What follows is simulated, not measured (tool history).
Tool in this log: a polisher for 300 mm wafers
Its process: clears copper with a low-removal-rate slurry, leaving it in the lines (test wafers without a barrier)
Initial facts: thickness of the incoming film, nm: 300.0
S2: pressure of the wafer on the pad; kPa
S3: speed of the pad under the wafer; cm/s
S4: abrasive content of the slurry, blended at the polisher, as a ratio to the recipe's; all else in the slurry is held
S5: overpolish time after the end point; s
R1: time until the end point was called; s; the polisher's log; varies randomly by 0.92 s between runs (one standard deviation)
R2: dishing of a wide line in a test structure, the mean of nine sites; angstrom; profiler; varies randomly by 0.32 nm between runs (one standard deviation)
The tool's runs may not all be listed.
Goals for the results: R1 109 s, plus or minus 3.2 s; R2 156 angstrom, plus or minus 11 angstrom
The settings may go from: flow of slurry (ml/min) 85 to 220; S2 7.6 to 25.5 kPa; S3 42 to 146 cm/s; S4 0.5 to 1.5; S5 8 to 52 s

{"run": 1, "day": 0.0, "flow of slurry (ml/min)": 140, "S2": 16.5, "S3": 94, "S4": 1, "S5": 26, "R1": 131.9, "R2": 380.75}
{"run": 2, "day": 0.025, "flow of slurry (ml/min)": 150, "S2": 16.5, "S3": 96, "S4": 1, "S5": 22, "R1": 126.98, "R2": 333.02}
{"run": 3, "day": 0.375, "flow of slurry (ml/min)": 165, "S2": 15.9, "S3": 100, "S4": 0.95, "S5": 19, "R1": 125.75, "R2": 297.74}
{"run": 4, "day": 0.438, "flow of slurry (ml/min)": 175, "S2": 15.9, "S3": 104, "S4": 0.85, "S5": 17, "R1": 122.25, "R2": 264.14}
{"run": 5, "day": 0.717, "flow of slurry (ml/min)": 185, "S2": 15.9, "S3": 106, "S4": 0.8, "S5": 15, "R1": 119.45, "R2": 262.13}
{"run": 6, "day": 0.771, "flow of slurry (ml/min)": 185, "S2": 12.4, "S3": 106, "S4": 0.8, "S5": 15, "R1": 141.83, "R2": 216.37}
{"run": 7, "day": 0.946, "flow of slurry (ml/min)": 185, "S2": 12.4, "S3": 106, "S4": 0.8, "S5": 15, "R1": 141.56, "R2": 213.72}
{"run": 8, "day": 1.312, "flow of slurry (ml/min)": 205, "S2": 14.5, "S3": 118, "S4": 0.8, "S5": 8, "R1": 114.2, "R2": 151.56}

Of the 4 settings listed for the next run, only one would bring every result within its allowed miss of target. Which one?
{"run": "A", "day": 1.679, "flow of slurry (ml/min)": 220, "S2": 13.8, "S3": 128, "S4": 0.75, "S5": 8, "R1": "?", "R2": "?"}
{"run": "B", "day": 1.679, "flow of slurry (ml/min)": 200, "S2": 17.9, "S3": 94, "S4": 0.9, "S5": 8, "R1": "?", "R2": "?"}
{"run": "C", "day": 1.679, "flow of slurry (ml/min)": 215, "S2": 11.7, "S3": 120, "S4": 1, "S5": 8, "R1": "?", "R2": "?"}
{"run": "D", "day": 1.679, "flow of slurry (ml/min)": 205, "S2": 13.8, "S3": 114, "S4": 0.8, "S5": 9, "R1": "?", "R2": "?"}

move=A R1=108.1 R2=155.76
move=B R1=119.09 R2=142.81
move=C R1=120.86 R2=140.03
move=D R1=120.72 R2=156.83
A: every result within its allowed miss
B: its largest miss is bigger than the last run's
C: its largest miss is bigger than the last run's
D: its largest miss is bigger than the last run's
Go with A: it meets all targets.
